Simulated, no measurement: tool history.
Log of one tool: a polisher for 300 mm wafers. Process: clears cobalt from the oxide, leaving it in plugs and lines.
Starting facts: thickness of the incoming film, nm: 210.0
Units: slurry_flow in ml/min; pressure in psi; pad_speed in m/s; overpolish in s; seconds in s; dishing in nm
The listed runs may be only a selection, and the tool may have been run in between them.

run,hour,slurry_flow,pressure,pad_speed,overpolish,seconds,dishing
1,0,195,1.4,0.88,20,65.628,32.575
2,6.2,200,1.6,0.88,16,58.407,32.074
3,12,200,1.6,0.88,12,58.094,27.732
4,19.8,200,1.7,0.88,10,53.651,26.035
5,21.9,200,1.8,0.88,10,51.684,26.641
6,24.3,200,1.8,0.68,10,65.014,23.034
7,31.2,205,1.9,0.72,10,57.412,24.095
8,33.8,210,2,0.76,10,51.773,25.8
9,36.8,215,2.1,0.78,10,48.846,26.886
10,41.2,215,2.1,0.82,10,46.292,27.817

Estimate the outcome of run 11 from the log above:
11,48.2,215,2.1,0.84,10,?,?

For run 11 the tool returned seconds 45.866 s, dishing 28.55 nm.
